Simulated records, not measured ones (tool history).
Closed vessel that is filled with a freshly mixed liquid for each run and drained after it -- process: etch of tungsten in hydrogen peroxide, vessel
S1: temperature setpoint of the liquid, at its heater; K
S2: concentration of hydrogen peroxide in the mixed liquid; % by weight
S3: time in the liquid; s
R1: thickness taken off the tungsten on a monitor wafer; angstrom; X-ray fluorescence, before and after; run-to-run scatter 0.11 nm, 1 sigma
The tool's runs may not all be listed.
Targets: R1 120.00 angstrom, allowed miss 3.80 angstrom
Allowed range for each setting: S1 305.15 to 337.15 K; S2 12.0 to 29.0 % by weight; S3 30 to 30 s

run  hour      S1    S2  S3      R1
  1   0.0  321.15  19.5  30  249.47
  2   2.1  321.15  19.5  30  241.88
  3   9.5  317.15  19.5  30  190.82
  4  11.8  314.65  19.5  30  160.88
     18.2  -- new drum of peroxide connected
  5  18.2  314.65  19.5  30  169.23
  6  19.9  314.65  16.0  30  149.91
  7  26.9  313.65  16.0  30  142.98
  8  33.3  313.65  16.0  30  141.51
  9  41.7  312.65  16.0  30  130.84
 10  50.6  312.15  16.0  30  126.82

Exactly one of the 4 candidate moves below puts every result within its allowed miss. Which one?
  A  59.5  312.15  12.5  30   ?
  B  59.5  311.15  16.0  30   ?
  C  59.5  311.15  14.0  30   ?
  D  59.5  308.15  20.5  30   ?

move      R1
   A  114.62
   B  121.43
   C  113.58
   D  112.56
A: pushes the last run's worst result past its target
B: every result within its allowed miss
C: pushes the last run's worst result past its target
D: pushes the last run's worst result past its target
The move that meets every target is B.
